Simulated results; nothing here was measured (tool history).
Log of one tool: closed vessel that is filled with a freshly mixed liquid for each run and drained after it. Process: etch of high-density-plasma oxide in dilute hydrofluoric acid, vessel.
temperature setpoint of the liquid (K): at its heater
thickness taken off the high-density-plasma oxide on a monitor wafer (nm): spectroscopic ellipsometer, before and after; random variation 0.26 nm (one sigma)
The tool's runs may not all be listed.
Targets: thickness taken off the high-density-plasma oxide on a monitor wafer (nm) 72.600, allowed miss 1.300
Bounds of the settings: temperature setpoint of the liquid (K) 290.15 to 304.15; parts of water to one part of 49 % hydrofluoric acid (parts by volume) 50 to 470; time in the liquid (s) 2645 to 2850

| run | day | temperature setpoint of the liquid (K) | parts of water to one part of 49 % hydrofluoric acid (parts by volume) | time in the liquid (s) | thickness taken off the high-density-plasma oxide on a monitor wafer (nm) |
|---|---|---|---|---|---|
| 1 | 0.000 | 296.15 | 260 | 2645 | 47.284 |
| 2 | 0.296 | 293.65 | 260 | 2645 | 42.765 |
| 3 | 0.517 | 293.65 | 260 | 2850 | 46.407 |
| 4 | 0.562 | 293.65 | 225 | 2850 | 55.249 |
| 5 | 0.883 | 291.65 | 225 | 2850 | 51.023 |
| 6 | 1.196 | 293.65 | 225 | 2850 | 55.468 |
| 7 | 1.375 | 297.65 | 225 | 2850 | 64.049 |
| 8 | 1.421 | 298.15 | 225 | 2850 | 65.153 |
| 9 | 1.704 | 298.65 | 225 | 2850 | 66.143 |
| 10 | 1.821 | 299.15 | 225 | 2850 | 67.641 |
| 11 | 1.842 | 299.65 | 225 | 2850 | 69.171 |
| 12 | 1.979 | 300.15 | 225 | 2850 | 70.322 |

4 next moves are on the table. One of them brings every result within its allowed miss. Which?
| A | 2.117 | 301.65 | 230 | 2645 | ? |
| B | 2.117 | 299.65 | 205 | 2680 | ? |
| C | 2.117 | 296.15 | 210 | 2850 | ? |
| D | 2.117 | 299.65 | 215 | 2645 | ? |

| move | thickness taken off the high-density-plasma oxide on a monitor wafer (nm) |
|---|---|
| A | 66.547 |
| B | 72.558 |
| C | 65.937 |
| D | 67.516 |
A: further off than the last run
B: meets every target
C: further off than the last run
D: further off than the last run
Move B is the one to make.

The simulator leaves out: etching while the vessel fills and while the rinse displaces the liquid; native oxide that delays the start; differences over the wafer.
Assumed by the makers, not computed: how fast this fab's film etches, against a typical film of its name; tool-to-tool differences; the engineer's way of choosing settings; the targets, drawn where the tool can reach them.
